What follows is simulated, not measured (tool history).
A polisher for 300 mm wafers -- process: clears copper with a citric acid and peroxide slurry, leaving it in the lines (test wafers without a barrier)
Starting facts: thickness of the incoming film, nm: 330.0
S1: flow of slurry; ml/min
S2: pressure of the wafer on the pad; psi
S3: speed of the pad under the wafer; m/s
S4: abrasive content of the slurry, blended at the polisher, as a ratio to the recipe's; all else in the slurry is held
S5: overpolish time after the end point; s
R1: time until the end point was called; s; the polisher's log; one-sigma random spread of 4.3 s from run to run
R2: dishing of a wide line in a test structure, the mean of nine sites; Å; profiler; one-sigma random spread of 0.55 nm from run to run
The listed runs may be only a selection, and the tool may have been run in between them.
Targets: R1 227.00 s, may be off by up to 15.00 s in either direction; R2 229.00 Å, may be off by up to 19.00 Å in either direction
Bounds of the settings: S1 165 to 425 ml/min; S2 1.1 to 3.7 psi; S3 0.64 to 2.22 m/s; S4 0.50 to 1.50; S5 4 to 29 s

run 1 hour=0.0 | S1=275 S2=2.4 S3=1.42 S4=1.00 S5=15 | R1=133.67 R2=278.85
run 2 hour=5.9 | S1=275 S2=2.2 S3=1.40 S4=1.00 S5=16 | R1=153.92 R2=273.77
run 3 hour=13.1 | S1=275 S2=2.2 S3=1.40 S4=1.00 S5=11 | R1=151.93 R2=179.06
run 4 hour=14.8 | S1=275 S2=1.7 S3=1.40 S4=1.00 S5=11 | R1=191.87 R2=153.93
run 5 hour=22.1 | S1=275 S2=1.6 S3=1.40 S4=1.00 S5=12 | R1=192.21 R2=161.97
run 6 hour=30.9 | S1=275 S2=1.6 S3=1.40 S4=0.85 S5=12 | R1=209.68 R2=153.07
run 7 hour=35.7 | S1=275 S2=1.6 S3=1.40 S4=0.85 S5=13 | R1=209.40 R2=164.97
run 8 hour=40.9 | S1=275 S2=1.6 S3=1.40 S4=0.85 S5=14 | R1=209.15 R2=178.29

Exactly one of the 5 candidate moves below puts every result within its allowed miss. Which one?
run A hour=46.1 | S1=285 S2=1.5 S3=1.34 S4=0.80 S5=13 | R1=? R2=?
run B hour=46.1 | S1=310 S2=1.7 S3=1.06 S4=0.65 S5=27 | R1=? R2=?
run C hour=46.1 | S1=285 S2=1.8 S3=1.36 S4=0.85 S5=20 | R1=? R2=?
run D hour=46.1 | S1=265 S2=1.3 S3=1.22 S4=0.75 S5=20 | R1=? R2=?
run E hour=46.1 | S1=340 S2=1.5 S3=1.18 S4=1.20 S5=20 | R1=? R2=?

move=A R1=227.69 R2=150.30
move=B R1=247.99 R2=274.32
move=C R1=190.59 R2=265.81
move=D R1=278.78 R2=185.43
move=E R1=224.11 R2=227.83
A: misses by more than the last run did
B: pushes the last run's worst result past its target
C: pushes the last run's worst result past its target
D: misses by more than the last run did
E: meets every target
The move that meets every target is E.
